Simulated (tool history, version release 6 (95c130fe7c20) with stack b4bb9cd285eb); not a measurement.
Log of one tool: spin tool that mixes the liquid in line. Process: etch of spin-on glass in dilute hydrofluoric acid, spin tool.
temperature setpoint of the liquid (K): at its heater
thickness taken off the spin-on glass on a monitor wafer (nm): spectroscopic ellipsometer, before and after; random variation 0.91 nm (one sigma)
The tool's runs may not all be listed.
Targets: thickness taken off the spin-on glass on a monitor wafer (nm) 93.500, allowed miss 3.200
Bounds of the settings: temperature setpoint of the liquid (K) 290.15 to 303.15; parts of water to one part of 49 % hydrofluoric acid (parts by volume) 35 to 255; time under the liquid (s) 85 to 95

run  hour  temperature setpoint of the liquid (K)  parts of water to one part of 49 % hydrofluoric acid (parts by volume)  time under the liquid (s)  thickness taken off the spin-on glass on a monitor wafer (nm)
  1   0.0                                  295.15                                                                     145                         85                                                         30.558
  2   3.1                                  293.15                                                                     145                         85                                                         28.544
  3   6.6                                  293.15                                                                     145                         85                                                         28.320
  4   7.9                                  295.65                                                                     110                         85                                                         42.577
  5  14.2                                  298.65                                                                     110                         85                                                         47.957
  6  20.7                                  299.65                                                                      90                         85                                                         63.084
  7  21.4                                  300.65                                                                      80                         85                                                         74.394
  8  22.8                                  303.15                                                                      65                         85                                                        104.090
  9  29.7                                  301.65                                                                      65                         85                                                         97.505

5 next moves are on the table. One of them brings every result within its allowed miss. Which?
  A  36.6                                  300.15                                                                      65                         85                                                              ?
  B  36.6                                  299.65                                                                      65                         95                                                              ?
  C  36.6                                  303.15                                                                      70                         90                                                              ?
  D  36.6                                  301.65                                                                      70                         95                                                              ?
  E  36.6                                  303.15                                                                      70                         95                                                              ?

move  thickness taken off the spin-on glass on a monitor wafer (nm)
   A                                                         91.572
   B                                                        100.330
   C                                                        100.510
   D                                                        100.100
   E                                                        106.090
A: meets every target
B: further off than the last run
C: further off than the last run
D: further off than the last run
E: further off than the last run
Move A is the one to make.
